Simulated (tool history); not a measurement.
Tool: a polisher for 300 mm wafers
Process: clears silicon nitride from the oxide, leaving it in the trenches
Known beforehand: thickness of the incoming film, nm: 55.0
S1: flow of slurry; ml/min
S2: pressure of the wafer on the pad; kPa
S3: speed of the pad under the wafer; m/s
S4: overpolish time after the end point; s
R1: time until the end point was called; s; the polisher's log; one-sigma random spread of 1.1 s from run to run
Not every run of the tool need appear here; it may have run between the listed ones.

Run 1, hour 0: S1 225 ml/min, S2 11.7 kPa, S3 1.1 m/s, S4 7 s. Result: R1 75.842 s.
Run 2, hour 2: S1 225 ml/min, S2 13.8 kPa, S3 1.1 m/s, S4 7 s. Result: R1 63.932 s.
Run 3, hour 7.9: S1 225 ml/min, S2 13.8 kPa, S3 1.1 m/s, S4 7 s. Result: R1 64.049 s.
Run 4, hour 15.3: S1 225 ml/min, S2 11.7 kPa, S3 1.1 m/s, S4 7 s. Result: R1 75.636 s.
Run 5, hour 22.4: S1 225 ml/min, S2 11.7 kPa, S3 1.1 m/s, S4 7 s. Result: R1 76.4 s.
Run 6, hour 31.4: S1 225 ml/min, S2 11.7 kPa, S3 0.94 m/s, S4 7 s. Result: R1 88.365 s.
Run 7, hour 35.8: S1 225 ml/min, S2 11 kPa, S3 0.94 m/s, S4 7 s. Result: R1 92.208 s.
Run 8, hour 39.7: S1 225 ml/min, S2 11 kPa, S3 0.94 m/s, S4 7 s. Result: R1 93.851 s.
Run 9, hour 40.5: S1 220 ml/min, S2 8.3 kPa, S3 0.94 m/s, S4 7 s. Result: R1 123.36 s.
Run 10, hour 47: S1 225 ml/min, S2 8.3 kPa, S3 0.94 m/s, S4 7 s. Result: R1 122.46 s.
Run 11, hour 51.7: S1 230 ml/min, S2 8.3 kPa, S3 0.94 m/s, S4 7 s. Result: R1 121.81 s.

Run 12 comes next. What will it give?
Run 12, hour 53.4: S1 235 ml/min, S2 8.3 kPa, S3 0.94 m/s, S4 7 s. Result: R1 ?.

Run 12 yielded R1 123.25 s.
